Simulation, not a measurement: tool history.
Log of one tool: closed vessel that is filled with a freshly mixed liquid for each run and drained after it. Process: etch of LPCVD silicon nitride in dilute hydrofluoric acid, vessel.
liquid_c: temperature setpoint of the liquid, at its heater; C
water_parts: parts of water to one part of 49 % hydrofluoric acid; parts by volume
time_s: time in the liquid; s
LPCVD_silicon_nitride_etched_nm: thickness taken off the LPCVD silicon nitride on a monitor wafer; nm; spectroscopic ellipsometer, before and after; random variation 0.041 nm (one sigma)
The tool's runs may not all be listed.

run  hour  liquid_c  water_parts  time_s  LPCVD_silicon_nitride_etched_nm
  1   0.0      22.0           65     230                           1.5937
  2   7.4      23.0           60     230                           1.8417
  3  14.4      23.0           60     230                           1.8327
  4  16.2      23.0           60     160                           1.2926
  5  20.3      23.0           75     160                           1.0278
  6  24.4      23.0           75     160                           1.0000
  7  33.0      23.5           70     160                           1.1321
  8  38.9      23.5           65     165                           1.2739
  9  41.9      24.0           60     175                           1.5117
 10  44.9      24.5           55     175                           1.6800
 11  48.9      25.0           50     180                           1.9628
 12  53.2      25.5           45     180                           2.2823

Forecast run 13:
 13  62.0      26.0           40     180                                ?

Run 13 gave LPCVD_silicon_nitride_etched_nm 2.6310 nm.
